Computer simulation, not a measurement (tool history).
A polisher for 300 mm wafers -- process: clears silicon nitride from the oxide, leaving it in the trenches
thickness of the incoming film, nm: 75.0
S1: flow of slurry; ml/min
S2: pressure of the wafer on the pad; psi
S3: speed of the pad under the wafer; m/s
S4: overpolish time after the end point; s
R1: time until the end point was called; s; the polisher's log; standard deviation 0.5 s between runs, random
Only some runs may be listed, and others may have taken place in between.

run 1 hour=0 | S1=285 S2=3.2 S3=0.94 S4=14 | R1=67.674
run 2 hour=4 | S1=285 S2=3.4 S3=0.94 S4=14 | R1=65.397
run 3 hour=10.2 | S1=285 S2=3.7 S3=0.94 S4=14 | R1=61.82
run 4 hour=14.3 | S1=285 S2=3.9 S3=0.94 S4=14 | R1=60.453
run 5 hour=20.5 | S1=285 S2=3.9 S3=0.76 S4=14 | R1=69.518
run 6 hour=25.1 | S1=285 S2=3.9 S3=0.76 S4=14 | R1=70.361
run 7 hour=32.4 | S1=285 S2=4.1 S3=0.8 S4=14 | R1=65.411
run 8 hour=35.1 | S1=285 S2=4.3 S3=0.84 S4=14 | R1=62.02
run 9 hour=41.8 | S1=285 S2=4.5 S3=0.88 S4=14 | R1=57.458
run 10 hour=46 | S1=290 S2=5 S3=0.92 S4=14 | R1=52.103

For run 11, what comes out?
run 11 hour=53.2 | S1=290 S2=5 S3=0.94 S4=14 | R1=?

Run 11 produced R1 50.509 s.

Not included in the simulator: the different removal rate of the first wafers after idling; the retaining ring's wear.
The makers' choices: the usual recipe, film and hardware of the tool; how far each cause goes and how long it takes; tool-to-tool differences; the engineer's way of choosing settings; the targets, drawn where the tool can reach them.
